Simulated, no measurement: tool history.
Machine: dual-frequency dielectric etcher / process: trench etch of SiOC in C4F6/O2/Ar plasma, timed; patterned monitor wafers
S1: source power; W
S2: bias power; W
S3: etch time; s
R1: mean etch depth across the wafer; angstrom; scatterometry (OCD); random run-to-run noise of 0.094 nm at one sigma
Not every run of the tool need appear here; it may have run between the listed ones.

run	hour	S1	S2	S3	R1
1	0	360	187	9.5	193.39
2	8	390	191	9.5	204.71
3	10.2	410	192	9.5	207.47
4	11.2	410	192	8.5	184.65
5	13.6	430	209	8.5	197.38
6	14.5	450	221	8.5	206.17
7	19.5	460	229	8.5	212.37
8	20.7	470	234	8.5	216.93
9	26.5	480	237	8.5	219.4
10	33.3	480	240	8.5	220.86

Forecast run 11:
11	41.8	480	242	8.5	?

{"run 11": {"R1": 220.55}}
